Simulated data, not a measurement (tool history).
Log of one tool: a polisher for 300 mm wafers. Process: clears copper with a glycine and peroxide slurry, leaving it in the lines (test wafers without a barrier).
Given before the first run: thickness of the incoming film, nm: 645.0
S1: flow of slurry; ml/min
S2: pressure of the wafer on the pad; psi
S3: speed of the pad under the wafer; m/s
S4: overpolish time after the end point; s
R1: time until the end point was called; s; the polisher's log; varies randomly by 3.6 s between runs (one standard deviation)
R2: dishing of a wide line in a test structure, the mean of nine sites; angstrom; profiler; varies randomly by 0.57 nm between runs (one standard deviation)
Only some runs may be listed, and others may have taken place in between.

Run 1, hour 0: S1 280 ml/min, S2 1.9 psi, S3 0.96 m/s, S4 21 s. Result: R1 164.02 s, R2 466.14 angstrom.
Run 2, hour 7.2: S1 280 ml/min, S2 1.8 psi, S3 0.96 m/s, S4 17 s. Result: R1 180.9 s, R2 380.43 angstrom.
Run 3, hour 11.3: S1 340 ml/min, S2 1.8 psi, S3 0.96 m/s, S4 17 s. Result: R1 175.24 s, R2 397.54 angstrom.
Run 4, hour 12: S1 310 ml/min, S2 1.8 psi, S3 0.98 m/s, S4 14 s. Result: R1 173.63 s, R2 336.49 angstrom.
Run 5, hour 17: S1 310 ml/min, S2 1.3 psi, S3 0.98 m/s, S4 14 s. Result: R1 220.63 s, R2 254.85 angstrom.
Run 6, hour 24.3: S1 310 ml/min, S2 1.3 psi, S3 0.98 m/s, S4 21 s. Result: R1 224.2 s, R2 358.68 angstrom.

Run 7 has not been measured yet. What should we expect?
Run 7, hour 33.4: S1 310 ml/min, S2 1.7 psi, S3 1.06 m/s, S4 11 s. Result: R1 ?, R2 ?.

{"run 7": {"R1": 179.86, "R2": 268.38}}

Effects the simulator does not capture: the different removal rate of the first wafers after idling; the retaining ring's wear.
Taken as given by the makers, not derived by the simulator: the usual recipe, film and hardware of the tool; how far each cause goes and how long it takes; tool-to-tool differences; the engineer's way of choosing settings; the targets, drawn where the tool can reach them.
